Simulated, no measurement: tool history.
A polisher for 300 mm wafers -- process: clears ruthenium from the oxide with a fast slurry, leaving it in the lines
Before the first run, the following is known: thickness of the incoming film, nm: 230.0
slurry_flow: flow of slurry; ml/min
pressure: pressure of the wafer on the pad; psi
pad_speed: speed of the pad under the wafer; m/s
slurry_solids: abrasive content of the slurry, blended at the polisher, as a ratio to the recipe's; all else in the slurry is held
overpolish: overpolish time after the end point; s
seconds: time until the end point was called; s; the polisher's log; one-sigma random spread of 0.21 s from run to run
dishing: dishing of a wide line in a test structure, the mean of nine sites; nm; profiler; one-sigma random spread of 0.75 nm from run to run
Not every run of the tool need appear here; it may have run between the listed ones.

run	hour	slurry_flow	pressure	pad_speed	slurry_solids	overpolish	seconds	dishing
1	0.0	265	2.8	1.16	1.0	9	44.464	37.163
2	8.1	265	2.8	1.16	0.8	9	50.258	32.994
3	9.8	265	2.8	1.38	0.8	9	42.490	38.973
4	12.7	270	3.1	1.38	0.8	8	38.598	38.083
5	18.8	270	3.4	1.38	0.8	8	35.285	41.301
6	20.0	275	3.6	1.38	0.8	8	33.319	43.435
7	24.8	275	3.8	1.38	0.8	8	31.649	46.270
8	29.5	275	3.9	1.38	0.8	8	30.865	47.588
9	35.6	275	4.0	1.38	0.8	8	30.651	48.539

Run 10, settings as shown, results not yet in. Your forecast:
10	38.5	280	4.1	1.40	0.8	8	?	?

Logged for run 10: seconds 29.140 s, dishing 50.137 nm.
